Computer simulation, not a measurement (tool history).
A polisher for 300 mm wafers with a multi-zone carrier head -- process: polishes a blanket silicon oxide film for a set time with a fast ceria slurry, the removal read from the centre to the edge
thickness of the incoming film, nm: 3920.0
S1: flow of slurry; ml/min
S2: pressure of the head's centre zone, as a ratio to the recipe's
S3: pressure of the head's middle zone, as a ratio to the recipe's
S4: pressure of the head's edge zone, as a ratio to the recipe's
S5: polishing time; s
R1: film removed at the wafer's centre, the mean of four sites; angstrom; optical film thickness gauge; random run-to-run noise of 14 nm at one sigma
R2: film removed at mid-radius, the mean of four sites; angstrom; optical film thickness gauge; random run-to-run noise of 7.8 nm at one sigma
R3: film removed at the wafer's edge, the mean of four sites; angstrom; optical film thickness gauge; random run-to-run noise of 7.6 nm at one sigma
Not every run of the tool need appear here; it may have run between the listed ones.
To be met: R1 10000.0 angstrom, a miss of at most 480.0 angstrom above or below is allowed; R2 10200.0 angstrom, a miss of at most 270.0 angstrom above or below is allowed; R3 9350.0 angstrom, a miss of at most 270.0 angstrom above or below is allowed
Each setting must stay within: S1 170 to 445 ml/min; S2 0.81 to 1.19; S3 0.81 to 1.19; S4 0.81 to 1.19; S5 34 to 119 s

Run 1, day 0.000: S1 285 ml/min, S2 1.00, S3 1.00, S4 1.00, S5 76 s. Result: R1 9791.2 angstrom, R2 9832.9 angstrom, R3 9589.8 angstrom.
Run 2, day 0.325: S1 335 ml/min, S2 1.00, S3 1.00, S4 1.00, S5 76 s. Result: R1 9915.2 angstrom, R2 9880.0 angstrom, R3 9635.3 angstrom.
Run 3, day 0.562: S1 335 ml/min, S2 1.00, S3 1.00, S4 0.99, S5 76 s. Result: R1 9922.9 angstrom, R2 10013.0 angstrom, R3 9775.5 angstrom.
Run 4, day 0.683: S1 335 ml/min, S2 0.92, S3 1.00, S4 0.99, S5 76 s. Result: R1 8966.9 angstrom, R2 9838.2 angstrom, R3 9506.6 angstrom.
At day 0.771: worn pad replaced by a new one.
Run 5, day 0.771: S1 335 ml/min, S2 0.93, S3 1.00, S4 0.98, S5 76 s. Result: R1 10413.0 angstrom, R2 11038.0 angstrom, R3 10623.0 angstrom.
Run 6, day 1.071: S1 335 ml/min, S2 0.93, S3 1.06, S4 0.98, S5 76 s. Result: R1 10323.0 angstrom, R2 11560.0 angstrom, R3 10650.0 angstrom.
Run 7, day 1.358: S1 330 ml/min, S2 0.94, S3 1.06, S4 0.98, S5 75 s. Result: R1 10238.0 angstrom, R2 11548.0 angstrom, R3 10553.0 angstrom.
Run 8, day 1.483: S1 325 ml/min, S2 0.95, S3 1.06, S4 0.98, S5 74 s. Result: R1 9997.5 angstrom, R2 11307.0 angstrom, R3 10413.0 angstrom.
Run 9, day 1.729: S1 325 ml/min, S2 0.96, S3 1.06, S4 0.98, S5 73 s. Result: R1 10386.0 angstrom, R2 11160.0 angstrom, R3 10431.0 angstrom.
Run 10, day 2.092: S1 320 ml/min, S2 0.96, S3 1.06, S4 0.97, S5 72 s. Result: R1 10026.0 angstrom, R2 10973.0 angstrom, R3 10112.0 angstrom.
Run 11, day 2.238: S1 320 ml/min, S2 0.96, S3 1.06, S4 0.97, S5 72 s. Result: R1 10095.0 angstrom, R2 10951.0 angstrom, R3 9970.2 angstrom.
Run 12, day 2.346: S1 315 ml/min, S2 0.96, S3 1.06, S4 0.97, S5 72 s. Result: R1 10063.0 angstrom, R2 11051.0 angstrom, R3 9871.8 angstrom.
Run 13, day 2.475: S1 310 ml/min, S2 0.97, S3 1.06, S4 0.97, S5 72 s. Result: R1 10042.0 angstrom, R2 10878.0 angstrom, R3 10037.0 angstrom.
Run 14, day 2.579: S1 310 ml/min, S2 0.98, S3 1.06, S4 0.97, S5 71 s. Result: R1 10272.0 angstrom, R2 10784.0 angstrom, R3 9984.3 angstrom.
Run 15, day 2.883: S1 310 ml/min, S2 0.98, S3 1.06, S4 0.97, S5 70 s. Result: R1 10022.0 angstrom, R2 10656.0 angstrom, R3 9811.0 angstrom.
Run 16, day 3.029: S1 305 ml/min, S2 0.98, S3 1.06, S4 0.97, S5 70 s. Result: R1 9865.6 angstrom, R2 10529.0 angstrom, R3 9893.2 angstrom.
Run 17, day 3.321: S1 320 ml/min, S2 0.98, S3 1.06, S4 0.96, S5 69 s. Result: R1 9510.1 angstrom, R2 10470.0 angstrom, R3 9568.3 angstrom.
Run 18, day 3.438: S1 315 ml/min, S2 0.99, S3 1.06, S4 0.96, S5 69 s. Result: R1 10091.0 angstrom, R2 10434.0 angstrom, R3 9475.3 angstrom.

Which single option among these 5 for the next run brings every result within its allowed miss of target? Just one does.
Run A, day 3.554: S1 420 ml/min, S2 1.00, S3 1.10, S4 0.84, S5 69 s. Result: R1 ?, R2 ?, R3 ?.
Run B, day 3.554: S1 315 ml/min, S2 1.00, S3 1.01, S4 1.02, S5 69 s. Result: R1 ?, R2 ?, R3 ?.
Run C, day 3.554: S1 290 ml/min, S2 1.05, S3 1.09, S4 1.02, S5 66 s. Result: R1 ?, R2 ?, R3 ?.
Run D, day 3.554: S1 300 ml/min, S2 0.97, S3 1.08, S4 0.97, S5 69 s. Result: R1 ?, R2 ?, R3 ?.
Run E, day 3.554: S1 315 ml/min, S2 1.03, S3 1.08, S4 0.89, S5 69 s. Result: R1 ?, R2 ?, R3 ?.

move       R1       R2      R3
   A  10333.0  11020.0  9179.3
   B  10108.0  10049.0  9911.3
   C  10092.0  10190.0  9425.9
   D   9768.0  10602.0  9638.6
   E  10419.0  10638.0  9285.4
A: misses by more than the last run did
B: meets the target for the result that was furthest off, but another lies outside its allowed miss
C: each result inside its tolerance
D: misses by more than the last run did
E: misses by more than the last run did
The move that meets every target is C.
